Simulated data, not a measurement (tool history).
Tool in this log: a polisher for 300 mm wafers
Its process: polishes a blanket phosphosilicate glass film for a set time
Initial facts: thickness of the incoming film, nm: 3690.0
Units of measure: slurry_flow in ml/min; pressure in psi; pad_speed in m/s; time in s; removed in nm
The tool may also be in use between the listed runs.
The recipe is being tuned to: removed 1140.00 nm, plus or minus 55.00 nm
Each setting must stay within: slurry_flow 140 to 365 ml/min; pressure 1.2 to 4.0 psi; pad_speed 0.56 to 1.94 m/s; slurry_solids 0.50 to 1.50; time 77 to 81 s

run  hour  slurry_flow  pressure  pad_speed  slurry_solids  time  removed
  1   0.0          235       2.6       1.24           1.00    77   636.17
  2   6.1          235       2.8       1.26           1.00    77   706.13
  3  13.8          235       2.5       1.26           1.00    77   622.60
  4  16.7          235       2.5       1.50           1.00    77   722.25
  5  24.6          235       2.5       1.74           1.00    77   810.74
  6  31.1          235       2.5       1.74           1.00    77   800.46
  7  37.7          235       2.5       1.74           1.00    77   786.80
  8  46.5          235       2.6       1.74           1.00    77   831.58
  9  52.6          235       2.7       1.74           1.00    77   852.89
 10  59.8          235       2.8       1.74           1.00    77   894.75
 11  63.6          235       2.8       1.74           1.00    77   908.12
 12  70.4          235       2.9       1.74           1.00    77   935.46
 13  78.9          235       2.9       1.74           1.00    77   919.71

Which of these 5 next moves meets every target?
  A  87.4          225       3.0       1.72           1.00    79        ?
  B  87.4          235       3.3       1.72           1.00    77        ?
  C  87.4          230       2.3       1.94           1.50    81        ?
  D  87.4          230       3.8       1.62           0.95    78        ?
  E  87.4          255       3.6       1.78           1.00    81        ?

move  removed
   A   977.23
   B  1051.00
   C   978.40
   D  1141.10
   E  1249.30
A: closer than the last run, but not yet in spec
B: closer than the last run, but not yet in spec
C: closer than the last run, but not yet in spec
D: every result lands within tolerance
E: takes the result that was furthest off past its target
The right move is D.
